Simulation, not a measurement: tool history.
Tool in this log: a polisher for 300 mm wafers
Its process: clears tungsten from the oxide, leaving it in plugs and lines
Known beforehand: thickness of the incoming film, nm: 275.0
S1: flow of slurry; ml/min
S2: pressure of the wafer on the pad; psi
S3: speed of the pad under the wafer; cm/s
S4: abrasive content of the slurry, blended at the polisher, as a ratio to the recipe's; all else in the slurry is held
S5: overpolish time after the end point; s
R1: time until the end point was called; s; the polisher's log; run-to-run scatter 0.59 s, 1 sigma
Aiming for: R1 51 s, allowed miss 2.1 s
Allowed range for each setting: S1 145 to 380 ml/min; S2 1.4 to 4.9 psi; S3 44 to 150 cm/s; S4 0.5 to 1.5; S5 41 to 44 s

run 1 day=0 | S1=245 S2=3.1 S3=96 S4=1 S5=41 | R1=67.667
run 2 day=0.162 | S1=245 S2=3.1 S3=96 S4=0.9 S5=41 | R1=70.291
run 3 day=0.271 | S1=245 S2=3.2 S3=96 S4=0.9 S5=41 | R1=67.395
run 4 day=0.6 | S1=245 S2=3.3 S3=96 S4=0.9 S5=41 | R1=66.679
run 5 day=0.833 | S1=305 S2=3.3 S3=96 S4=0.9 S5=41 | R1=65.26
run 6 day=1.108 | S1=305 S2=3.3 S3=96 S4=0.7 S5=41 | R1=67.242
run 7 day=1.446 | S1=305 S2=3.4 S3=96 S4=0.7 S5=41 | R1=67.127
run 8 day=1.767 | S1=305 S2=3.5 S3=96 S4=0.7 S5=41 | R1=65.275
run 9 day=1.962 | S1=305 S2=3.6 S3=96 S4=0.7 S5=41 | R1=63.432
run 10 day=2.017 | S1=305 S2=3.6 S3=96 S4=0.7 S5=41 | R1=61.627
run 11 day=2.242 | S1=305 S2=3.7 S3=96 S4=0.7 S5=41 | R1=61.941

5 candidate next runs follow, results not yet known. Just one meets every target within its allowed miss. Identify it.
run A day=2.467 | S1=300 S2=3.4 S3=92 S4=0.65 S5=41 | R1=?
run B day=2.467 | S1=325 S2=3.8 S3=112 S4=0.75 S5=44 | R1=?
run C day=2.467 | S1=255 S2=4.9 S3=98 S4=0.95 S5=41 | R1=?
run D day=2.467 | S1=340 S2=3.6 S3=108 S4=0.75 S5=43 | R1=?
run E day=2.467 | S1=375 S2=4 S3=82 S4=0.7 S5=41 | R1=?

move=A R1=69.455
move=B R1=50.118
move=C R1=42.77
move=D R1=54.461
move=E R1=63.736
A: its largest miss is bigger than the last run's
B: hits every target within its allowed miss
C: takes the result that was furthest off past its target
D: closes in on the targets versus the last run, not all within tolerance yet
E: its largest miss is bigger than the last run's
The right move is B.
